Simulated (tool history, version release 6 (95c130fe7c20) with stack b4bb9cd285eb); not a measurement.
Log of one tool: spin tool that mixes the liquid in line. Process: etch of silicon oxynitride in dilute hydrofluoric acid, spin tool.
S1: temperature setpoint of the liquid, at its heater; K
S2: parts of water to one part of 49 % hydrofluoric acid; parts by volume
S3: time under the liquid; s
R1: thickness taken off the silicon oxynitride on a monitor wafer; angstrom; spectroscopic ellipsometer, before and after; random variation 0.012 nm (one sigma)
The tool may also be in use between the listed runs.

run  hour      S1  S2   S3      R1
  1     0  294.15  80  100  33.133
  2   2.6  293.65  80  100  32.369
  3   4.6  293.15  80  100  31.432
  4   7.2  291.65  80  100  29.112
  5  13.9  291.65  65  100  36.323
  6  20.5  291.65  65  100  36.705

Forecast run 7:
  7  29.3  290.65  75  100   ?

Run 7 gave R1 29.674 angstrom.

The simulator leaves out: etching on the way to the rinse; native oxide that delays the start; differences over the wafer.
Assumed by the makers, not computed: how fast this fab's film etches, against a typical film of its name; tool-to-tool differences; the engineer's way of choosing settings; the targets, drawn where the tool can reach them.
